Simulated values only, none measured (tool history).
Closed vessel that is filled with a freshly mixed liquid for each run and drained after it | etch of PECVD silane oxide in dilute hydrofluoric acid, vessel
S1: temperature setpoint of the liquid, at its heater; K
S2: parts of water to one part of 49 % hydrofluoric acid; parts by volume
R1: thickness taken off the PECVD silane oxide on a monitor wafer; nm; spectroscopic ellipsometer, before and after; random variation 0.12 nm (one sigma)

Run 1, day 0.000: S1 296.15 K, S2 65 parts by volume, time in the liquid (s) 30. Result: R1 9.5509 nm.
Run 2, day 0.371: S1 293.15 K, S2 65 parts by volume, time in the liquid (s) 30. Result: R1 8.4507 nm.
Run 3, day 0.588: S1 296.65 K, S2 60 parts by volume, time in the liquid (s) 30. Result: R1 10.7310 nm.
Run 4, day 0.829: S1 299.15 K, S2 55 parts by volume, time in the liquid (s) 30. Result: R1 12.9240 nm.
Run 5, day 0.967: S1 301.15 K, S2 55 parts by volume, time in the liquid (s) 30. Result: R1 13.9820 nm.
Run 6, day 1.004: S1 302.65 K, S2 55 parts by volume, time in the liquid (s) 30. Result: R1 15.0750 nm.
Run 7, day 1.304: S1 303.15 K, S2 55 parts by volume, time in the liquid (s) 30. Result: R1 15.3660 nm.

Forecast run 8:
Run 8, day 1.458: S1 303.65 K, S2 55 parts by volume, time in the liquid (s) 30. Result: R1 ?.

Run 8 gave R1 15.2900 nm.
